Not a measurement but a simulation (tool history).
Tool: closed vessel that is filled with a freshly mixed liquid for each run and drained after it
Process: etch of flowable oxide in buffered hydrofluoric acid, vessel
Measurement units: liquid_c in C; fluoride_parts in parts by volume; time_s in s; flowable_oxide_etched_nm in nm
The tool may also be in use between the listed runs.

run	hour	liquid_c	fluoride_parts	time_s	flowable_oxide_etched_nm
1	0.0	23.0	11.0	30	58.497
2	4.3	24.5	10.0	30	68.774
3	10.1	26.0	9.5	30	77.821
4	12.1	27.0	9.0	30	87.040
5	16.5	27.0	11.0	30	71.672
6	19.4	28.0	10.0	30	83.066
7	26.2	28.5	9.5	30	90.684
8	32.3	29.0	9.0	30	98.238
# hour 38.6: hydrofluoric acid flow meter replaced
9	38.6	29.5	8.5	30	115.280
10	41.6	30.0	8.5	30	116.820

For run 11, what comes out?
11	50.4	30.5	8.5	30	?

For run 11 the tool returned flowable_oxide_etched_nm 120.880 nm.
